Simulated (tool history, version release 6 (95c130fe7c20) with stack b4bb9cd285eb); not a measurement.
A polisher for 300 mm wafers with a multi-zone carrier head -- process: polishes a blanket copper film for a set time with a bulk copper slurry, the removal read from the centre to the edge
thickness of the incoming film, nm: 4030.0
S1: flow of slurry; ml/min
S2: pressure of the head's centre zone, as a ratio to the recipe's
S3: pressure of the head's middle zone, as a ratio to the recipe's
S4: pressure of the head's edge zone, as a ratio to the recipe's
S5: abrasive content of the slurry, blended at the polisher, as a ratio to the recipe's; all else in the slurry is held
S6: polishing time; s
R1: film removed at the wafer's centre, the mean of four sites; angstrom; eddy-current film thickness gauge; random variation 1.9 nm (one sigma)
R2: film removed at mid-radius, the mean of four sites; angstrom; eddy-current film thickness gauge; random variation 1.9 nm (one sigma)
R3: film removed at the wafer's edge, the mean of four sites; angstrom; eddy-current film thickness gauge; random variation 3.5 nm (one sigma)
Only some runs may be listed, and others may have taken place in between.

Run 1, hour 0: S1 225 ml/min, S2 1, S3 1, S4 1, S5 1, S6 57 s. Result: R1 2155.2 angstrom, R2 2266.1 angstrom, R3 2213.3 angstrom.
Run 2, hour 7.8: S1 250 ml/min, S2 1, S3 1, S4 1, S5 1, S6 57 s. Result: R1 2175.6 angstrom, R2 2273.8 angstrom, R3 2260.5 angstrom.
Run 3, hour 15.5: S1 250 ml/min, S2 1, S3 1, S4 1, S5 1, S6 67 s. Result: R1 2494.4 angstrom, R2 2682.3 angstrom, R3 2675.2 angstrom.
Run 4, hour 23.2: S1 255 ml/min, S2 1.01, S3 0.97, S4 1.02, S5 1, S6 67 s. Result: R1 2558.6 angstrom, R2 2640.9 angstrom, R3 2697.8 angstrom.
Run 5, hour 31.5: S1 255 ml/min, S2 1.01, S3 0.94, S4 1.04, S5 1, S6 67 s. Result: R1 2590.1 angstrom, R2 2574.3 angstrom, R3 2694.9 angstrom.
Run 6, hour 35.9: S1 255 ml/min, S2 1.01, S3 0.9, S4 1.04, S5 1, S6 67 s. Result: R1 2591.9 angstrom, R2 2462.9 angstrom, R3 2773.5 angstrom.
Run 7, hour 44.3: S1 255 ml/min, S2 1.01, S3 0.89, S4 1.04, S5 1, S6 67 s. Result: R1 2553.7 angstrom, R2 2439.5 angstrom, R3 2732.9 angstrom.
Run 8, hour 48.1: S1 260 ml/min, S2 1.01, S3 0.88, S4 1.05, S5 1, S6 67 s. Result: R1 2562.6 angstrom, R2 2434.7 angstrom, R3 2708.1 angstrom.

Run 9 is up next; what results do you expect?
Run 9, hour 56.8: S1 255 ml/min, S2 1.01, S3 0.87, S4 1.06, S5 1.05, S6 67 s. Result: R1 ?, R2 ?, R3 ?.

R1: 2574.2 angstrom
R2: 2415.8 angstrom
R3: 2813.3 angstrom
